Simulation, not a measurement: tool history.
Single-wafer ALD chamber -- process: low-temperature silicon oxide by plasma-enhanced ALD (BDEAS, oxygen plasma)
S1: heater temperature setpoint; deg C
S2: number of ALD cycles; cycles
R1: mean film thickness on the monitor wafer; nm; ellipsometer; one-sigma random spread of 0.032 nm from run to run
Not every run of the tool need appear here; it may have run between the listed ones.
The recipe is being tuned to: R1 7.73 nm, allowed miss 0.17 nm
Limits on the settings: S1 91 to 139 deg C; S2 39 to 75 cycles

| run | hour | S1 | S2 | R1 |
|---|---|---|---|---|
| 1 | 0 | 115 | 57 | 6.8752 |
| 2 | 3 | 115 | 51 | 6.113 |
| 3 | 8.4 | 115 | 45 | 5.4358 |
| 4 | 10.1 | 125 | 45 | 5.3399 |
| 5 | 13 | 125 | 50 | 5.9409 |
| 6 | 14.4 | 125 | 53 | 6.2184 |
| 7 | 22 | 124 | 56 | 6.6485 |
| 8 | 27.9 | 124 | 58 | 6.9268 |
| 9 | 35.4 | 124 | 59 | 6.9696 |
| 10 | 38.6 | 123 | 60 | 7.0704 |
| 11 | 44 | 122 | 61 | 7.2352 |

Below are 4 possible settings for the next run. Only one of them brings all results inside the allowed miss of their targets. Which is it?
| A | 49.4 | 110 | 57 | ? |
| B | 49.4 | 122 | 59 | ? |
| C | 49.4 | 113 | 54 | ? |
| D | 49.4 | 123 | 65 | ? |

| move | R1 |
|---|---|
| A | 6.9359 |
| B | 7.0105 |
| C | 6.5322 |
| D | 7.708 |
A: misses by more than the last run did
B: misses by more than the last run did
C: misses by more than the last run did
D: hits every target within its allowed miss
D is the move that brings every result within its allowed miss.
